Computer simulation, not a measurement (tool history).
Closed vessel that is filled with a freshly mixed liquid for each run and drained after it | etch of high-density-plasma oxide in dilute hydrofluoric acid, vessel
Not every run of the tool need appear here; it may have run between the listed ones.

| run | hour | temperature setpoint of the liquid (K) | parts of water to one part of 49 % hydrofluoric acid (parts by volume) | time in the liquid (s) | thickness taken off the high-density-plasma oxide on a monitor wafer (Å) |
|---|---|---|---|---|---|
| 1 | 0.0 | 294.15 | 285 | 1520 | 260.30 |
| 2 | 9.1 | 293.15 | 295 | 1520 | 239.81 |
| 3 | 11.9 | 292.15 | 305 | 1520 | 221.00 |
| 4 | 13.4 | 292.15 | 305 | 1520 | 222.92 |
| 5 | 18.1 | 291.65 | 310 | 1520 | 213.42 |
| 6 | 23.9 | 291.65 | 225 | 1520 | 317.55 |
| 7 | 33.2 | 291.15 | 250 | 1520 | 270.38 |
| 8 | 42.2 | 290.65 | 270 | 1520 | 242.26 |

Expected results for the next run?
| 9 | 49.1 | 290.65 | 285 | 1520 | ? |

{"run 9": {"thickness taken off the high-density-plasma oxide on a monitor wafer (Å)": 226.93}}
